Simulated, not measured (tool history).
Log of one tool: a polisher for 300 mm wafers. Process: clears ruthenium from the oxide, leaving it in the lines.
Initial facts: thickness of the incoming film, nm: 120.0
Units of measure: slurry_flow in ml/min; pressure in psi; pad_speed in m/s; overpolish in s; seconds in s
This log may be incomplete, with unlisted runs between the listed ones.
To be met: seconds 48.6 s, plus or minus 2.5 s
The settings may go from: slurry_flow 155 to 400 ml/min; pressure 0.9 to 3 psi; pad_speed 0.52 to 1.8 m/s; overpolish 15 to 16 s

run    day  slurry_flow  pressure  pad_speed  overpolish  seconds
  1      0          255       1.9       1.16          15   82.103
  2    0.3          255       2.1       1.16          15   79.831
  3  0.362          200       2.1       1.16          15    81.07
  4  0.421          200       2.3       1.16          15   75.829
  5  0.567          205       2.4        1.2          15   74.113
  6  0.838          205       2.4        1.2          15    72.36
  7  1.129          210       2.5       1.26          15   67.019
  8  1.346          210         3       1.42          15   50.995

Next run, 5 choices. One meets every target within its allowed miss, the rest don't. Which?
  A  1.562          160       2.8       1.48          16        ?
  B  1.562          295       2.7        1.4          15        ?
  C  1.562          205         3       1.68          15        ?
  D  1.562          165       2.9        1.6          16        ?
  E  1.562          250       2.9       1.38          15        ?

move  seconds
   A   56.058
   B   54.797
   C   44.856
   D     50.3
   E   53.976
A: further off than the last run
B: further off than the last run
C: moves the result that the last run missed by most past its target, out the other side
D: all results in spec
E: further off than the last run
So the answer is move D, the one that meets all the targets.
